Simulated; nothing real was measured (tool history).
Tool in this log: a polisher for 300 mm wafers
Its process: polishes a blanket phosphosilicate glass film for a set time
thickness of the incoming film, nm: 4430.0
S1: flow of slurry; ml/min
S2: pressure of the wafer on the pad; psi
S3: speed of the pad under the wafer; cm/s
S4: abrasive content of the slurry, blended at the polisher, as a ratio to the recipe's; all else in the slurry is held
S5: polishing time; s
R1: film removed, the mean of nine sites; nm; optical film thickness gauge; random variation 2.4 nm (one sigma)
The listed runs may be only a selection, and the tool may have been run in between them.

run,hour,S1,S2,S3,S4,S5,R1
1,0,270,2.4,78,1,66,371.98
2,3,335,2.4,78,1,66,372.68
3,7.5,335,2.1,78,1,66,329.01
4,10.3,335,1.9,78,1,66,297.11
5,12,335,1.9,78,1.15,66,307.56
6,15.4,335,1.7,78,1.15,66,282.53
7,16.8,335,1.6,78,1.15,66,264.23
8,17.6,335,1.6,78,1.15,66,263.82
9,19,335,1.5,78,1.15,66,245.24

Predict the results of run 10:
10,25.8,330,1.5,78,1.15,66,?

R1: 244.88 nm
